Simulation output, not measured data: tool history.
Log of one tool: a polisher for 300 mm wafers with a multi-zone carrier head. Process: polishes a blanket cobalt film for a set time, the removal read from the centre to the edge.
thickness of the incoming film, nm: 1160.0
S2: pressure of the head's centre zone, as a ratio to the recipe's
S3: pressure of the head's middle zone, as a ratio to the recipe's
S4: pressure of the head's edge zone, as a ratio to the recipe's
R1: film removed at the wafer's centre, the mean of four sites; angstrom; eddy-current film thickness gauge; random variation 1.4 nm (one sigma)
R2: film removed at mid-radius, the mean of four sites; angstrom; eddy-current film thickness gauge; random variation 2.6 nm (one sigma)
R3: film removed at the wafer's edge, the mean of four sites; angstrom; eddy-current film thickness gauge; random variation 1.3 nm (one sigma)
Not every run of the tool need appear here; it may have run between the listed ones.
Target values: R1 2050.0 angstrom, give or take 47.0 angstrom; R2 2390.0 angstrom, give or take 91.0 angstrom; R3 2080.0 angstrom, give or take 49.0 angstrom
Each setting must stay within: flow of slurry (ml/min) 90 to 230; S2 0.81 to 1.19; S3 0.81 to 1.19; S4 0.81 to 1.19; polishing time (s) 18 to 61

{"run": 1, "day": 0.0, "flow of slurry (ml/min)": 150, "S2": 1.0, "S3": 1.0, "S4": 1.0, "polishing time (s)": 39, "R1": 1538.4, "R2": 1553.1, "R3": 1531.5}
{"run": 2, "day": 0.221, "flow of slurry (ml/min)": 155, "S2": 1.0, "S3": 1.02, "S4": 1.02, "polishing time (s)": 40, "R1": 1583.6, "R2": 1639.2, "R3": 1586.2}
{"run": 3, "day": 0.533, "flow of slurry (ml/min)": 160, "S2": 1.0, "S3": 1.04, "S4": 1.04, "polishing time (s)": 41, "R1": 1640.4, "R2": 1725.0, "R3": 1670.7}
{"run": 4, "day": 0.888, "flow of slurry (ml/min)": 165, "S2": 1.0, "S3": 1.06, "S4": 1.05, "polishing time (s)": 42, "R1": 1672.3, "R2": 1736.4, "R3": 1729.4}
{"run": 5, "day": 1.012, "flow of slurry (ml/min)": 165, "S2": 1.0, "S3": 1.08, "S4": 1.03, "polishing time (s)": 43, "R1": 1703.1, "R2": 1873.9, "R3": 1741.1}
{"run": 6, "day": 1.146, "flow of slurry (ml/min)": 170, "S2": 1.0, "S3": 1.09, "S4": 1.03, "polishing time (s)": 44, "R1": 1773.4, "R2": 1929.0, "R3": 1780.6}
{"run": 7, "day": 1.35, "flow of slurry (ml/min)": 175, "S2": 1.0, "S3": 1.1, "S4": 1.03, "polishing time (s)": 45, "R1": 1829.6, "R2": 2001.5, "R3": 1831.8}
{"run": 8, "day": 1.642, "flow of slurry (ml/min)": 180, "S2": 1.0, "S3": 1.11, "S4": 1.03, "polishing time (s)": 45, "R1": 1817.8, "R2": 2000.2, "R3": 1834.6}
{"run": 9, "day": 1.683, "flow of slurry (ml/min)": 175, "S2": 1.0, "S3": 1.12, "S4": 1.03, "polishing time (s)": 46, "R1": 1862.4, "R2": 2070.0, "R3": 1872.6}
{"run": 10, "day": 1.742, "flow of slurry (ml/min)": 180, "S2": 1.0, "S3": 1.13, "S4": 1.03, "polishing time (s)": 46, "R1": 1878.5, "R2": 2075.3, "R3": 1857.2}
{"run": 11, "day": 1.817, "flow of slurry (ml/min)": 180, "S2": 1.0, "S3": 1.14, "S4": 1.03, "polishing time (s)": 47, "R1": 1883.8, "R2": 2144.6, "R3": 1887.4}
{"run": 12, "day": 1.983, "flow of slurry (ml/min)": 185, "S2": 1.0, "S3": 1.15, "S4": 1.03, "polishing time (s)": 47, "R1": 1895.0, "R2": 2179.4, "R3": 1906.0}
{"run": 13, "day": 2.238, "flow of slurry (ml/min)": 190, "S2": 1.0, "S3": 1.15, "S4": 1.03, "polishing time (s)": 47, "R1": 1911.8, "R2": 2196.9, "R3": 1917.4}
{"run": 14, "day": 2.358, "flow of slurry (ml/min)": 195, "S2": 1.0, "S3": 1.15, "S4": 1.04, "polishing time (s)": 47, "R1": 1910.2, "R2": 2155.1, "R3": 1926.7}
{"run": 15, "day": 2.7, "flow of slurry (ml/min)": 185, "S2": 1.0, "S3": 1.17, "S4": 1.05, "polishing time (s)": 49, "R1": 1997.8, "R2": 2276.8, "R3": 2006.3}
{"run": 16, "day": 2.908, "flow of slurry (ml/min)": 185, "S2": 1.0, "S3": 1.17, "S4": 1.05, "polishing time (s)": 49, "R1": 1975.3, "R2": 2315.5, "R3": 2002.9}

Which one of the following 4 next-run settings gets every result inside its allowed miss? There is exactly one.
{"run": "A", "day": 3.117, "flow of slurry (ml/min)": 180, "S2": 0.96, "S3": 1.13, "S4": 1.03, "polishing time (s)": 49, "R1": "?", "R2": "?", "R3": "?"}
{"run": "B", "day": 3.117, "flow of slurry (ml/min)": 185, "S2": 0.93, "S3": 1.19, "S4": 0.97, "polishing time (s)": 50, "R1": "?", "R2": "?", "R3": "?"}
{"run": "C", "day": 3.117, "flow of slurry (ml/min)": 170, "S2": 1.0, "S3": 1.18, "S4": 1.05, "polishing time (s)": 51, "R1": "?", "R2": "?", "R3": "?"}
{"run": "D", "day": 3.117, "flow of slurry (ml/min)": 190, "S2": 0.99, "S3": 1.06, "S4": 1.12, "polishing time (s)": 50, "R1": "?", "R2": "?", "R3": "?"}

move=A R1=1927.0 R2=2244.7 R3=1996.2
move=B R1=1924.1 R2=2403.5 R3=1981.9
move=C R1=2058.3 R2=2407.9 R3=2085.4
move=D R1=2029.9 R2=2182.0 R3=2136.1
A: further off than the last run
B: further off than the last run
C: each result inside its tolerance
D: the furthest-off result lands on target, but another misses its tolerance
The move that meets every target is C.
